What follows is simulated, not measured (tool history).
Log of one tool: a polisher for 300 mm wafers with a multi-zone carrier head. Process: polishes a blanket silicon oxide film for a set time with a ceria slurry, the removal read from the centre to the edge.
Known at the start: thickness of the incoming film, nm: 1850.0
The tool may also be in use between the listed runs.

run    day  flow of slurry (ml/min)  pressure of the head's centre zone  pressure of the head's middle zone  pressure of the head's edge zone  polishing time (s)  film removed at the wafer's centre (Å)  film removed at mid-radius (Å)  film removed at the wafer's edge (Å)
  1      0                      205                                   1                                   1                                 1                  75                                  4154.8                          4267.9                                4236.6
  2  0.312                      205                                   1                                   1                              0.97                  75                                  4208.6                          4304.4                                4239.6
  3  0.354                      205                                1.08                                   1                              0.97                  75                                  4430.6                          4369.7                                4206.3
  4  0.654                      210                                1.08                                   1                              0.99                  78                                  4603.3                          4484.3                                4456.3
  5  0.883                      210                                1.08                                   1                              0.92                  78                                  4618.6                          4515.9                                4262.7
  6  1.038                      185                                1.08                                   1                              0.92                  78                                  4513.8                          4452.5                                4174.9
     1.088  -- slurry nozzle cleaned
  7  1.088                      195                                1.09                                1.01                              0.95                  80                                  4897.4                            4773                                4517.1
  8  1.388                      200                                1.09                                1.02                              0.98                  81                                  5011.4                          4865.2                                4721.8
  9  1.633                      205                                1.09                                1.03                              1.01                  81                                    4962                          4916.9                                4836.4

Run 10 comes next. What will it give?
 10  1.683                      210                                 1.1                                1.04                              1.03                  81                                       ?                               ?                                     ?

film removed at the wafer's centre (Å): 5073.7
film removed at mid-radius (Å): 4855.6
film removed at the wafer's edge (Å): 4839.2
